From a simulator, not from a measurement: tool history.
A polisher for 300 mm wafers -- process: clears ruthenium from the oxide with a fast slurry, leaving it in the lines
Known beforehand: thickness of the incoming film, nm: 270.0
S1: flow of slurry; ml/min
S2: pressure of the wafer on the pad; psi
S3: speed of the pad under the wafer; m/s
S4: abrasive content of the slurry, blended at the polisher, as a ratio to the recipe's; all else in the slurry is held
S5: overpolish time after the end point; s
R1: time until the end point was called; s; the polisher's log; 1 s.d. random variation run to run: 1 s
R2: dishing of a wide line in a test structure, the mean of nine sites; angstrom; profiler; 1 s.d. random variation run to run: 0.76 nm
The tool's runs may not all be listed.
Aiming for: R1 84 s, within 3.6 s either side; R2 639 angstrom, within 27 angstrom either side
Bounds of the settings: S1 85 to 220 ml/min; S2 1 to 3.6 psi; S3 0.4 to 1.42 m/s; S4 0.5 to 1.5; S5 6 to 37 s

run    day   S1   S2    S3  S4  S5      R1      R2
  1      0  140  2.3   0.9   1  19  89.922  452.06
  2  0.225  140  2.3  0.78   1  19  100.45  403.47
  3  0.283  140  2.6  0.78   1  19  87.851  467.23
  4  0.496  110  2.6  0.78   1  19   92.38  435.07
  5  0.567  115  2.6  0.78   1  20  91.143  462.89
  6  0.788  120  2.6  0.78   1  21  91.492  485.35
  7  1.079  125  2.6  0.78   1  22  91.552  516.58
  8  1.404  130  2.6  0.78   1  22   91.09  517.43
  9  1.525  135  2.6  0.78   1  22  90.229  513.46
 10  1.896  135  2.6  0.78   1  23  91.077  535.71
 11  2.192  140  2.6  0.78   1  23  88.073   535.5
 12  2.525  140  2.6  0.78   1  24   89.49  559.84
 13  2.808  140  2.6  0.78   1  24  88.967  559.44
 14  2.862  145  2.6  0.78   1  24  89.475  563.23
 15  3.104  150  2.6  0.78   1  24  88.788  565.32

5 candidate next runs follow, results not yet known. Just one meets every target within its allowed miss. Identify it.
  A  3.346  120  2.7  0.78  0.75  25   ?   ?
  B  3.346  160  2.8  0.78   0.9  27   ?   ?
  C  3.346  155  2.4  0.72     1  23   ?   ?
  D  3.346  150  2.7  0.64   1.2  20   ?   ?
  E  3.346  160  2.2  0.88  0.85  25   ?   ?

move      R1      R2
   A  99.103  537.64
   B   84.56  649.33
   C  101.34  492.46
   D  93.434  468.74
   E  99.165  537.36
A: its largest miss is bigger than the last run's
B: each result inside its tolerance
C: its largest miss is bigger than the last run's
D: its largest miss is bigger than the last run's
E: its largest miss is bigger than the last run's
B meets every target.
